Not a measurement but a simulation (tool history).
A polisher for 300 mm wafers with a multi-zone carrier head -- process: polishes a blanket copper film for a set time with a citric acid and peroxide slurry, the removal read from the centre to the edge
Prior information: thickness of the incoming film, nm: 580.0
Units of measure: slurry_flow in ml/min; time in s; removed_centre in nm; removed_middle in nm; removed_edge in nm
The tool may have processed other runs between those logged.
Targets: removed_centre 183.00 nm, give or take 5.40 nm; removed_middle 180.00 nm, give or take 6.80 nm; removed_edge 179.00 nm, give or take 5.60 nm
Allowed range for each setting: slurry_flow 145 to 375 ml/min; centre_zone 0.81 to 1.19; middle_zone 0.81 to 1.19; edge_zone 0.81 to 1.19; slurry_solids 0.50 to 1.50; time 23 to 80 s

| run | hour | slurry_flow | centre_zone | middle_zone | edge_zone | slurry_solids | time | removed_centre | removed_middle | removed_edge |
|---|---|---|---|---|---|---|---|---|---|---|
| 1 | 0.0 | 240 | 1.00 | 1.00 | 1.00 | 1.00 | 51 | 146.34 | 143.06 | 147.11 |
| 2 | 3.8 | 200 | 1.00 | 1.00 | 1.00 | 1.00 | 51 | 142.04 | 140.68 | 143.65 |
| 3 | 9.8 | 165 | 1.00 | 1.00 | 1.00 | 1.00 | 51 | 139.23 | 138.48 | 141.44 |
| 4 | 15.9 | 165 | 1.00 | 1.00 | 0.92 | 1.00 | 51 | 138.54 | 139.52 | 135.34 |
| 5 | 23.1 | 165 | 1.00 | 1.00 | 0.92 | 1.00 | 39 | 107.39 | 105.92 | 104.69 |
| 6 | 26.9 | 165 | 1.06 | 1.00 | 0.92 | 1.00 | 39 | 112.02 | 105.55 | 104.33 |
| 7 | 34.6 | 195 | 1.08 | 1.04 | 1.00 | 1.15 | 43 | 130.95 | 127.79 | 124.42 |
| 8 | 39.4 | 225 | 1.10 | 1.06 | 1.06 | 1.25 | 45 | 144.96 | 137.02 | 135.63 |
| 9 | 47.3 | 240 | 1.09 | 1.08 | 1.10 | 1.35 | 48 | 157.10 | 152.98 | 151.46 |

Below are 5 possible settings for the next run. Only one of them brings all results inside the allowed miss of their targets. Which is it?
| A | 55.2 | 285 | 1.12 | 1.14 | 1.19 | 1.00 | 57 | ? | ? | ? |
| B | 55.2 | 300 | 1.07 | 1.11 | 1.16 | 1.50 | 59 | ? | ? | ? |
| C | 55.2 | 255 | 1.11 | 0.92 | 1.19 | 1.45 | 49 | ? | ? | ? |
| D | 55.2 | 275 | 1.13 | 0.99 | 1.19 | 1.30 | 54 | ? | ? | ? |
| E | 55.2 | 250 | 1.05 | 1.07 | 1.08 | 1.40 | 53 | ? | ? | ? |

| move | removed_centre | removed_middle | removed_edge |
|---|---|---|---|
| A | 187.22 | 183.58 | 178.22 |
| B | 199.73 | 200.04 | 195.88 |
| C | 167.88 | 138.84 | 162.50 |
| D | 186.12 | 160.66 | 176.38 |
| E | 170.85 | 169.27 | 165.62 |
A: in spec on every target
B: carries the result that was furthest off beyond its target, to the other side
C: misses by more than the last run did
D: the furthest-off result lands on target, but another misses its tolerance
E: closes in on the targets versus the last run, not all within tolerance yet
A meets every target.

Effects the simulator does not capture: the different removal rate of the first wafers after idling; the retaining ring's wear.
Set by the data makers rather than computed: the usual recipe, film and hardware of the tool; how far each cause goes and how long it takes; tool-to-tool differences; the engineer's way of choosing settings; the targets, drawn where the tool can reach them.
